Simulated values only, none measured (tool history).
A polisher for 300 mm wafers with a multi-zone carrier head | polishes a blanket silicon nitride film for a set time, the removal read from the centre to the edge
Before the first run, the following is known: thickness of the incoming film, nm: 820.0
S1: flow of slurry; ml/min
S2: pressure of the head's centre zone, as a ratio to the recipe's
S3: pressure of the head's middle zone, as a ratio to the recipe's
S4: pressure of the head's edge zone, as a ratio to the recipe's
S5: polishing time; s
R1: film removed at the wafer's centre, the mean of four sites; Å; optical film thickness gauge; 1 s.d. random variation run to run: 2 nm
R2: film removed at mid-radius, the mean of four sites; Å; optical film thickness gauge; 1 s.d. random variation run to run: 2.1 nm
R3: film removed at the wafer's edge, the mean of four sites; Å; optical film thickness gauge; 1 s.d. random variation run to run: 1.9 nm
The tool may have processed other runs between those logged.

run,day,S1,S2,S3,S4,S5,R1,R2,R3
1,0.000,135,1.00,1.00,1.00,54,1532.7,1432.3,1507.6
2,0.312,115,1.00,1.00,1.00,54,1444.1,1398.6,1434.0
3,0.392,115,1.00,1.00,0.97,54,1464.3,1404.3,1406.9
4,0.733,120,0.98,1.02,0.96,55,1491.8,1472.2,1407.9
5,0.942,125,0.96,1.04,0.97,55,1510.4,1511.2,1504.9
6,1.092,125,1.03,1.04,0.97,55,1580.9,1520.0,1471.4
7,1.333,125,1.01,1.06,0.96,56,1551.2,1584.4,1504.4
# day 1.512: centre zone pressure recalibrated
8,1.512,125,1.01,1.06,0.96,56,1486.9,1561.3,1475.0

Predict the results of run 9:
9,1.688,130,1.01,1.07,0.95,56,?,?,?

Run 9 came out at R1 1535.6 Å, R2 1599.4 Å, R3 1480.6 Å.
